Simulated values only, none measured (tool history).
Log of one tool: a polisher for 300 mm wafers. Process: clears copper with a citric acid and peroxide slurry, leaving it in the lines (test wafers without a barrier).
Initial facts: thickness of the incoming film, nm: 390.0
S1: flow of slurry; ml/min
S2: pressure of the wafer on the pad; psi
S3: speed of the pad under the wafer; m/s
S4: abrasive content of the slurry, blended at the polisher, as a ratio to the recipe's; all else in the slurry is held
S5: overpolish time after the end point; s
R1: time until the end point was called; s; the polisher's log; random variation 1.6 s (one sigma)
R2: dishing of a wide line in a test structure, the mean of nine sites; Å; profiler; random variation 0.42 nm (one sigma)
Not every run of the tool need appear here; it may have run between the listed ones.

Run 1, hour 0: S1 275 ml/min, S2 3.4 psi, S3 1.1 m/s, S4 1, S5 9 s. Result: R1 138.52 s, R2 178.75 Å.
Run 2, hour 1.9: S1 275 ml/min, S2 3.7 psi, S3 1.1 m/s, S4 1, S5 9 s. Result: R1 133.09 s, R2 189.87 Å.
Run 3, hour 7.3: S1 275 ml/min, S2 3.2 psi, S3 1.1 m/s, S4 1, S5 9 s. Result: R1 147.82 s, R2 169.15 Å.
Run 4, hour 13: S1 275 ml/min, S2 3.2 psi, S3 1.1 m/s, S4 1, S5 12 s. Result: R1 147.38 s, R2 213.48 Å.
Run 5, hour 20.3: S1 275 ml/min, S2 3.2 psi, S3 1.1 m/s, S4 1, S5 10 s. Result: R1 152.08 s, R2 179.76 Å.
Run 6, hour 27.5: S1 275 ml/min, S2 3.4 psi, S3 1.1 m/s, S4 1, S5 10 s. Result: R1 139.22 s, R2 186.95 Å.
Run 7, hour 32.7: S1 275 ml/min, S2 3.6 psi, S3 1.1 m/s, S4 1, S5 10 s. Result: R1 129.93 s, R2 201.83 Å.

Estimate the outcome of run 8 from the log above:
Run 8, hour 39: S1 275 ml/min, S2 3.7 psi, S3 1.1 m/s, S4 1, S5 10 s. Result: R1 ?, R2 ?.

{"run 8": {"R1": 127.85, "R2": 209.95}}
